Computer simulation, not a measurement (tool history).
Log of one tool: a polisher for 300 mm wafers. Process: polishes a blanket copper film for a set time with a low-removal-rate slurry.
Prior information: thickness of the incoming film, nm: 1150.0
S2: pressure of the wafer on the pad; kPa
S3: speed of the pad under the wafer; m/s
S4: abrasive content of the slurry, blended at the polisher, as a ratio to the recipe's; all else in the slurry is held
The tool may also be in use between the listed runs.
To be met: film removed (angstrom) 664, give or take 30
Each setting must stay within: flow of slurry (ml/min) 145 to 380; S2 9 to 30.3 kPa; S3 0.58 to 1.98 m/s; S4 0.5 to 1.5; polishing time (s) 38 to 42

Run 1, day 0: flow of slurry (ml/min) 245, S2 19.3 kPa, S3 1.28 m/s, S4 1, polishing time (s) 42. Result: film removed (angstrom) 1357.5.
Run 2, day 0.338: flow of slurry (ml/min) 245, S2 16.5 kPa, S3 1.22 m/s, S4 1, polishing time (s) 42. Result: film removed (angstrom) 1122.5.
Run 3, day 0.575: flow of slurry (ml/min) 245, S2 16.5 kPa, S3 1.22 m/s, S4 0.8, polishing time (s) 42. Result: film removed (angstrom) 1048.6.
Run 4, day 0.95: flow of slurry (ml/min) 245, S2 18.6 kPa, S3 1.22 m/s, S4 0.8, polishing time (s) 42. Result: film removed (angstrom) 1133.3.
Run 5, day 1.179: flow of slurry (ml/min) 245, S2 15.9 kPa, S3 1.18 m/s, S4 0.8, polishing time (s) 42. Result: film removed (angstrom) 970.79.
Run 6, day 1.267: flow of slurry (ml/min) 245, S2 15.9 kPa, S3 1.18 m/s, S4 0.8, polishing time (s) 38. Result: film removed (angstrom) 882.53.
Run 7, day 1.321: flow of slurry (ml/min) 245, S2 14.5 kPa, S3 1.18 m/s, S4 0.8, polishing time (s) 38. Result: film removed (angstrom) 798.68.
At day 1.375: slurry blender recalibrated.
Run 8, day 1.375: flow of slurry (ml/min) 245, S2 13.8 kPa, S3 1.18 m/s, S4 0.8, polishing time (s) 38. Result: film removed (angstrom) 803.83.
Run 9, day 1.479: flow of slurry (ml/min) 245, S2 13.1 kPa, S3 1.18 m/s, S4 0.8, polishing time (s) 38. Result: film removed (angstrom) 773.62.
Run 10, day 1.538: flow of slurry (ml/min) 245, S2 12.4 kPa, S3 1.18 m/s, S4 0.8, polishing time (s) 38. Result: film removed (angstrom) 735.59.
Run 11, day 1.838: flow of slurry (ml/min) 245, S2 10.3 kPa, S3 1.18 m/s, S4 0.8, polishing time (s) 38. Result: film removed (angstrom) 608.29.
Run 12, day 1.933: flow of slurry (ml/min) 245, S2 11.7 kPa, S3 1.18 m/s, S4 0.8, polishing time (s) 38. Result: film removed (angstrom) 695.64.

Exercise: of the 4 proposed moves below, exactly one satisfies all targets within the stated allowed misses. Which move is it?
Run A, day 2.029: flow of slurry (ml/min) 205, S2 10.3 kPa, S3 1.36 m/s, S4 1, polishing time (s) 38. Result: film removed (angstrom) ?.
Run B, day 2.029: flow of slurry (ml/min) 215, S2 15.2 kPa, S3 0.98 m/s, S4 0.7, polishing time (s) 40. Result: film removed (angstrom) ?.
Run C, day 2.029: flow of slurry (ml/min) 215, S2 11.7 kPa, S3 1.16 m/s, S4 0.85, polishing time (s) 41. Result: film removed (angstrom) ?.
Run D, day 2.029: flow of slurry (ml/min) 280, S2 9.7 kPa, S3 1.32 m/s, S4 0.85, polishing time (s) 38. Result: film removed (angstrom) ?.

move  film removed (angstrom)
   A                    739.3
   B                   727.11
   C                   734.57
   D                   662.87
A: its largest miss is bigger than the last run's
B: its largest miss is bigger than the last run's
C: its largest miss is bigger than the last run's
D: meets every target
Move D is the one to make.
